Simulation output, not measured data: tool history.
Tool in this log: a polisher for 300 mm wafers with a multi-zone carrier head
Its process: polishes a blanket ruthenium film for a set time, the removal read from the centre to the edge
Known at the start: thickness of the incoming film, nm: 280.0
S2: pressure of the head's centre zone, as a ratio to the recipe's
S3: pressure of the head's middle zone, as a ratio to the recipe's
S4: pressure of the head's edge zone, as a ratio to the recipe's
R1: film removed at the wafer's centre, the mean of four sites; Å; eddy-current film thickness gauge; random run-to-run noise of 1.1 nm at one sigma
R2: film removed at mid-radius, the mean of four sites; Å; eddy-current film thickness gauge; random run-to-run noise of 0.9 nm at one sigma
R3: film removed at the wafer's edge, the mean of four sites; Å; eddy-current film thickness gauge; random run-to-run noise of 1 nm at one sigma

{"run": 1, "hour": 0.0, "flow of slurry (ml/min)": 130, "S2": 1, "S3": 1, "S4": 1, "polishing time (s)": 74, "R1": 946.14, "R2": 958.97, "R3": 996.73}
{"run": 2, "hour": 2.0, "flow of slurry (ml/min)": 150, "S2": 1.04, "S3": 1.06, "S4": 1.05, "polishing time (s)": 77, "R1": 1081.5, "R2": 1088.5, "R3": 1093.4}
{"run": 3, "hour": 4.5, "flow of slurry (ml/min)": 165, "S2": 1.06, "S3": 1.1, "S4": 1.09, "polishing time (s)": 79, "R1": 1156, "R2": 1175.9, "R3": 1145}
{"run": 4, "hour": 8.0, "flow of slurry (ml/min)": 185, "S2": 1.06, "S3": 1.1, "S4": 1.09, "polishing time (s)": 79, "R1": 1184.3, "R2": 1205, "R3": 1151.2}
{"run": 5, "hour": 11.1, "flow of slurry (ml/min)": 185, "S2": 1.06, "S3": 1.1, "S4": 1.13, "polishing time (s)": 79, "R1": 1186.1, "R2": 1206.3, "R3": 1185.7}
{"run": 6, "hour": 16.6, "flow of slurry (ml/min)": 200, "S2": 1.06, "S3": 1.1, "S4": 1.13, "polishing time (s)": 79, "R1": 1186.2, "R2": 1222.1, "R3": 1172.5}
{"run": 7, "hour": 21.7, "flow of slurry (ml/min)": 195, "S2": 1.08, "S3": 1.12, "S4": 1.14, "polishing time (s)": 81, "R1": 1241, "R2": 1257.8, "R3": 1226.3}

Estimate the outcome of run 8 from the log above:
{"run": 8, "hour": 30.4, "flow of slurry (ml/min)": 195, "S2": 1.09, "S3": 1.14, "S4": 1.14, "polishing time (s)": 82, "R1": "?", "R2": "?", "R3": "?"}

R1: 1282.1 Å
R2: 1276.2 Å
R3: 1256.5 Å
